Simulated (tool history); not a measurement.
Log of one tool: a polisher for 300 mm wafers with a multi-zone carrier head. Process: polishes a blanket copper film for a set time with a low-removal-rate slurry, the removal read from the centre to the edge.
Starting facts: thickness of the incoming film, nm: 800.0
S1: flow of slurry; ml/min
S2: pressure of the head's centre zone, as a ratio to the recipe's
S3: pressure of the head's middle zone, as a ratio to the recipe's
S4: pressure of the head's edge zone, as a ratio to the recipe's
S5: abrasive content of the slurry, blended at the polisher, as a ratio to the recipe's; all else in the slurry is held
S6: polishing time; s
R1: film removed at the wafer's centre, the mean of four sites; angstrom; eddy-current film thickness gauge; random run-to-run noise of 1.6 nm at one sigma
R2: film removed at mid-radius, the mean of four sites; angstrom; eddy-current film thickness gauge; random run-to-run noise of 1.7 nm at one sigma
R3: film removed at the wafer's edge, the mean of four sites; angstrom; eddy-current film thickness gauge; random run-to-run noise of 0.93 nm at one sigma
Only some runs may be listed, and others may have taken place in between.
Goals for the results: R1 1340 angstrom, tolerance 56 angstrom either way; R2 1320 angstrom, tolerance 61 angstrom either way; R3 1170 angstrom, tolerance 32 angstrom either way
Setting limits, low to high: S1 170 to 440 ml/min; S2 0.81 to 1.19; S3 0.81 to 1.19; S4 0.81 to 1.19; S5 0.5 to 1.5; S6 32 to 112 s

run,hour,S1,S2,S3,S4,S5,S6,R1,R2,R3
1,0,280,1,1,1,1,72,1734.4,1731.5,1719.7
2,6.5,280,1.07,1,1,1,72,1814.6,1667.9,1701
3,8.5,280,1.07,1.05,1,1,72,1820.1,1785.2,1721.5
4,14.1,280,1.07,1.05,0.97,1,72,1813.6,1838.1,1700.3
5,23,280,1.07,1.04,0.95,0.9,69,1721,1675,1570.3
6,29.9,280,1.07,1.09,0.95,0.9,69,1715.3,1708.7,1566
7,38.1,280,1.06,1.09,0.93,0.85,67,1680.6,1671.4,1508.1
8,40.8,275,1.05,1.09,0.92,0.8,65,1568.7,1590.7,1435.9
9,45.6,275,1.05,1.09,0.91,0.75,64,1516,1559.5,1396.3

Which single option among these 5 for the next run brings every result within its allowed miss of target? Just one does.
A,50.4,260,1.01,0.85,1.12,0.7,71,?,?,?
B,50.4,190,0.92,0.95,1.15,0.75,66,?,?,?
C,50.4,340,1.07,1.05,0.86,0.6,56,?,?,?
D,50.4,240,1.14,1.08,0.81,0.8,52,?,?,?
E,50.4,255,0.99,0.92,1.13,0.5,67,?,?,?

move,R1,R2,R3
A,1589.2,1403.5,1701.2
B,1314.5,1387.5,1571.1
C,1332.8,1320.5,1177.6
D,1314.5,1262,1079.3
E,1407.6,1348.8,1540.5
A: misses by more than the last run did
B: misses by more than the last run did
C: meets every target
D: takes the biggest miss from the last run beyond its target
E: misses by more than the last run did
Correct choice: C, which meets every target
